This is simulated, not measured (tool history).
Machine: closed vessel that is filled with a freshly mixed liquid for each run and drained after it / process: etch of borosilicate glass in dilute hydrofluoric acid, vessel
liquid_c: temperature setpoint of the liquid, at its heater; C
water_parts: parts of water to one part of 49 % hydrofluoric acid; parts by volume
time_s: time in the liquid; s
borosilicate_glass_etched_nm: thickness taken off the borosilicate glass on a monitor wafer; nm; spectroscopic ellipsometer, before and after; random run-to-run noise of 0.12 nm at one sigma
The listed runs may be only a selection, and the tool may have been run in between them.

Run 1, hour 0.0: liquid_c 24 C, water_parts 165 parts by volume, time_s 100 s. Result: borosilicate_glass_etched_nm 14.522 nm.
Run 2, hour 7.4: liquid_c 24 C, water_parts 135 parts by volume, time_s 100 s. Result: borosilicate_glass_etched_nm 18.224 nm.
Run 3, hour 9.7: liquid_c 24 C, water_parts 135 parts by volume, time_s 100 s. Result: borosilicate_glass_etched_nm 18.428 nm.
Run 4, hour 10.7: liquid_c 24 C, water_parts 135 parts by volume, time_s 70 s. Result: borosilicate_glass_etched_nm 12.903 nm.
At hour 18.1: hydrofluoric acid flow meter replaced.
Run 5, hour 18.1: liquid_c 24 C, water_parts 165 parts by volume, time_s 70 s. Result: borosilicate_glass_etched_nm 9.355 nm.
Run 6, hour 23.2: liquid_c 26 C, water_parts 145 parts by volume, time_s 70 s. Result: borosilicate_glass_etched_nm 11.813 nm.

The next listed run, before its measurement:
Run 7, hour 28.3: liquid_c 24 C, water_parts 125 parts by volume, time_s 70 s. Result: borosilicate_glass_etched_nm ?.

Logged for run 7: borosilicate_glass_etched_nm 12.885 nm.

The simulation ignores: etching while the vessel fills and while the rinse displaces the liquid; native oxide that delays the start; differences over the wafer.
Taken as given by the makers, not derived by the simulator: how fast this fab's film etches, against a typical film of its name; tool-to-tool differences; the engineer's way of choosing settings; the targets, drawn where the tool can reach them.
